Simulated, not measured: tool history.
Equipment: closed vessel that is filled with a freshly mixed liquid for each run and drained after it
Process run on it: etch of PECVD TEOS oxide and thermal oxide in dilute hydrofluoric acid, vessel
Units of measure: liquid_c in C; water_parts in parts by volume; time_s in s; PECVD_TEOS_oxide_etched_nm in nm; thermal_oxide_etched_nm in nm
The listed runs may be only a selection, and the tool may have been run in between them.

run 1 hour=0.0 | liquid_c=20.0 water_parts=220 time_s=85 | PECVD_TEOS_oxide_etched_nm=4.8831 thermal_oxide_etched_nm=1.4006
run 2 hour=4.2 | liquid_c=21.5 water_parts=190 time_s=90 | PECVD_TEOS_oxide_etched_nm=6.5235 thermal_oxide_etched_nm=1.8068
run 3 hour=7.8 | liquid_c=21.5 water_parts=190 time_s=105 | PECVD_TEOS_oxide_etched_nm=7.5296 thermal_oxide_etched_nm=2.2494
run 4 hour=10.0 | liquid_c=22.5 water_parts=165 time_s=105 | PECVD_TEOS_oxide_etched_nm=9.2539 thermal_oxide_etched_nm=2.7327
run 5 hour=14.2 | liquid_c=22.5 water_parts=225 time_s=105 | PECVD_TEOS_oxide_etched_nm=6.4210 thermal_oxide_etched_nm=1.7846
run 6 hour=19.0 | liquid_c=23.5 water_parts=195 time_s=105 | PECVD_TEOS_oxide_etched_nm=8.0229 thermal_oxide_etched_nm=2.3321
run 7 hour=21.3 | liquid_c=24.5 water_parts=170 time_s=105 | PECVD_TEOS_oxide_etched_nm=9.7003 thermal_oxide_etched_nm=2.8399
run 8 hour=27.5 | liquid_c=28.0 water_parts=80 time_s=105 | PECVD_TEOS_oxide_etched_nm=26.9370 thermal_oxide_etched_nm=7.4418
run 9 hour=36.3 | liquid_c=24.5 water_parts=80 time_s=105 | PECVD_TEOS_oxide_etched_nm=23.0990 thermal_oxide_etched_nm=6.6830
run 10 hour=44.4 | liquid_c=23.0 water_parts=90 time_s=105 | PECVD_TEOS_oxide_etched_nm=19.2810 thermal_oxide_etched_nm=5.2387
run 11 hour=50.2 | liquid_c=23.5 water_parts=90 time_s=105 | PECVD_TEOS_oxide_etched_nm=19.1280 thermal_oxide_etched_nm=5.4684

Expected results for the next run?
run 12 hour=55.9 | liquid_c=24.0 water_parts=90 time_s=105 | PECVD_TEOS_oxide_etched_nm=? thermal_oxide_etched_nm=?

Run 12 came out at PECVD_TEOS_oxide_etched_nm 19.8210 nm, thermal_oxide_etched_nm 5.6385 nm.
